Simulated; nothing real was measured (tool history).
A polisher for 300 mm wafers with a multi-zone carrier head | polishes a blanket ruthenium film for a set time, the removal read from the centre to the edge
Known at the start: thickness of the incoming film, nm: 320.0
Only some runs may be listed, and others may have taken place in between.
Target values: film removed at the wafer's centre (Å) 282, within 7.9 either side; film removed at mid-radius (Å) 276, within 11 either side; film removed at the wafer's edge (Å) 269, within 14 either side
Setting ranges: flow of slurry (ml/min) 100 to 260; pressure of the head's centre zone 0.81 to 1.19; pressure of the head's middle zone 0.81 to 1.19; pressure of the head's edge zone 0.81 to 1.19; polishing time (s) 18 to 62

run,day,flow of slurry (ml/min),pressure of the head's centre zone,pressure of the head's middle zone,pressure of the head's edge zone,polishing time (s),film removed at the wafer's centre (Å),film removed at mid-radius (Å),film removed at the wafer's edge (Å)
1,0,165,1,1,1,40,482.66,493.81,472.7
2,0.308,160,0.99,0.98,0.97,36,438.23,430.22,421.05
3,0.396,155,0.97,0.98,0.95,33,379.83,397.3,386.93
4,0.417,160,0.97,0.97,0.93,30,353.63,354.71,345.89
5,0.546,170,0.96,0.96,0.91,29,342.4,355.67,329.89
6,0.858,170,0.91,0.96,0.91,29,324.35,345.48,346.33
7,1.208,170,0.92,0.94,0.89,28,314.18,324.39,328.63
8,1.329,170,0.93,0.94,0.88,27,309.8,311.62,313.73
9,1.667,165,0.93,0.94,0.87,26,294.34,305.63,301.44
10,2.004,160,0.94,0.93,0.86,26,293.1,295.76,295.58
11,2.108,155,0.95,0.93,0.85,26,294.33,301.9,295.38
12,2.308,145,0.99,0.89,0.81,23,268.95,247.99,245.65
13,2.4,150,0.98,0.9,0.82,23,269.59,253.97,248.04

Which one of the following 4 next-run settings gets every result inside its allowed miss? There is exactly one.
A,2.492,115,1.15,1.02,0.81,22,?,?,?
B,2.492,135,0.82,0.81,0.88,27,?,?,?
C,2.492,140,1,0.96,0.88,24,?,?,?
D,2.492,150,1.15,1.04,0.81,20,?,?,?

move,film removed at the wafer's centre (Å),film removed at mid-radius (Å),film removed at the wafer's edge (Å)
A,278.34,255.54,227.69
B,254.67,270.64,299.5
C,279.53,278.96,267.3
D,272.99,252.36,216.8
A: the biggest miss grows against the last run
B: brings the result that was furthest off to its target, and leaves another outside
C: meets every target
D: the biggest miss grows against the last run
The move that meets every target is C.
